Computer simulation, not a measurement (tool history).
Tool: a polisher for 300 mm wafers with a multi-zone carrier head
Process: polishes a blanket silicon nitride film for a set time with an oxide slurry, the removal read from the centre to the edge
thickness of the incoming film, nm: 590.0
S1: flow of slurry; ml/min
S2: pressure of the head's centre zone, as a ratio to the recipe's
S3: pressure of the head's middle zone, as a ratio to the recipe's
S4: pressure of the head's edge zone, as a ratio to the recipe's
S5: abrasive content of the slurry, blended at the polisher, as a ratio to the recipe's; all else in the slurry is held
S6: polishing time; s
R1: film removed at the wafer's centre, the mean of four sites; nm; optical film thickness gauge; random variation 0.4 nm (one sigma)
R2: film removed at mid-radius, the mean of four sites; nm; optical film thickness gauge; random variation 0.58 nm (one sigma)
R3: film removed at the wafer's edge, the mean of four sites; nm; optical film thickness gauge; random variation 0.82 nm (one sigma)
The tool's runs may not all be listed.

run 1 day=0 | S1=310 S2=1 S3=1 S4=1 S5=1 S6=81 | R1=43.507 R2=46.433 R3=44.732
run 2 day=0.346 | S1=310 S2=1 S3=1 S4=0.93 S5=1 S6=81 | R1=43.37 R2=46.748 R3=43.818
run 3 day=0.633 | S1=310 S2=1 S3=1.09 S4=0.93 S5=1 S6=81 | R1=43.988 R2=49.53 R3=44.479
run 4 day=0.883 | S1=375 S2=1 S3=1.09 S4=0.93 S5=1 S6=81 | R1=45.029 R2=50.073 R3=44.683
run 5 day=1.154 | S1=375 S2=0.95 S3=1.09 S4=0.93 S5=1 S6=81 | R1=42.187 R2=49.679 R3=44.342
run 6 day=1.496 | S1=345 S2=0.98 S3=1.03 S4=0.99 S5=1.15 S6=81 | R1=45.688 R2=50.213 R3=48.432
run 7 day=1.721 | S1=345 S2=0.98 S3=1.03 S4=0.99 S5=1.15 S6=81 | R1=46.132 R2=50.863 R3=48.438
run 8 day=1.942 | S1=350 S2=1.08 S3=0.93 S4=1.09 S5=1.4 S6=82 | R1=56.239 R2=51.021 R3=54.583
run 9 day=2.1 | S1=355 S2=1.08 S3=0.92 S4=1.11 S5=1.45 S6=83 | R1=56.771 R2=51.413 R3=56.869

Forecast run 10:
run 10 day=2.429 | S1=355 S2=1.08 S3=0.92 S4=1.11 S5=1.45 S6=83 | R1=? R2=? R3=?

{"run 10": {"R1": 56.76, "R2": 51.478, "R3": 56.725}}

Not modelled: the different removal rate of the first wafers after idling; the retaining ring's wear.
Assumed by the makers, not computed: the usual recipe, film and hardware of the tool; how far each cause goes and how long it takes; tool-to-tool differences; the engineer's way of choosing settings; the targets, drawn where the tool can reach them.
